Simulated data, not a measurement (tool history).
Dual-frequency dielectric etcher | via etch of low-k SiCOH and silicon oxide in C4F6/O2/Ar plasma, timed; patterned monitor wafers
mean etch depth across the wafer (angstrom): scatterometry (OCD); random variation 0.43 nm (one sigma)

| run | hour | source power (kW) | bias power (kW) | etch time (s) | mean etch depth across the wafer (angstrom) |
|---|---|---|---|---|---|
| 1 | 0.0 | 0.310 | 0.181 | 62.0 | 1422.2 |
| 2 | 8.6 | 0.310 | 0.196 | 62.0 | 1455.5 |
| 3 | 12.4 | 0.310 | 0.196 | 64.5 | 1520.6 |
| 4 | 18.4 | 0.290 | 0.186 | 64.0 | 1457.7 |
| 5 | 27.2 | 0.290 | 0.186 | 64.5 | 1471.9 |
| 6 | 36.2 | 0.270 | 0.177 | 64.0 | 1405.5 |
| 7 | 41.0 | 0.260 | 0.170 | 63.5 | 1365.2 |
| 8 | 42.0 | 0.250 | 0.164 | 63.0 | 1322.4 |
| 9 | 46.4 | 0.240 | 0.160 | 63.0 | 1296.2 |
| 10 | 54.2 | 0.240 | 0.160 | 63.0 | 1293.1 |
| 11 | 55.8 | 0.230 | 0.157 | 63.0 | 1274.0 |
| 12 | 57.7 | 0.230 | 0.157 | 63.0 | 1269.2 |

Run 13 comes next. What will it give?
| 13 | 61.9 | 0.220 | 0.155 | 63.0 | ? |

mean etch depth across the wafer (angstrom): 1256.8
